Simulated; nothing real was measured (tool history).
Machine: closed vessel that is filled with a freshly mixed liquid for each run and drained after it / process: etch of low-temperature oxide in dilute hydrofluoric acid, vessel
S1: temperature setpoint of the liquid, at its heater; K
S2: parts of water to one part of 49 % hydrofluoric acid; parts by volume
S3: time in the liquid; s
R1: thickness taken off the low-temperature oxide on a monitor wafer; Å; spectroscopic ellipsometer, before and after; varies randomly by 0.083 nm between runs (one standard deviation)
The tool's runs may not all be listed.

Run 1, day 0: S1 295.15 K, S2 45 parts by volume, S3 35 s. Result: R1 168.7 Å.
Run 2, day 0.179: S1 293.15 K, S2 45 parts by volume, S3 35 s. Result: R1 155.2 Å.
Run 3, day 0.379: S1 292.65 K, S2 45 parts by volume, S3 35 s. Result: R1 150.45 Å.
Run 4, day 0.5: S1 292.15 K, S2 45 parts by volume, S3 35 s. Result: R1 147.94 Å.
Run 5, day 0.662: S1 291.65 K, S2 45 parts by volume, S3 35 s. Result: R1 145.99 Å.
Run 6, day 0.742: S1 291.65 K, S2 35 parts by volume, S3 35 s. Result: R1 189.36 Å.

Run 7 comes next. What will it give?
Run 7, day 1.108: S1 290.15 K, S2 50 parts by volume, S3 35 s. Result: R1 ?.

{"run 7": {"R1": 122.24}}

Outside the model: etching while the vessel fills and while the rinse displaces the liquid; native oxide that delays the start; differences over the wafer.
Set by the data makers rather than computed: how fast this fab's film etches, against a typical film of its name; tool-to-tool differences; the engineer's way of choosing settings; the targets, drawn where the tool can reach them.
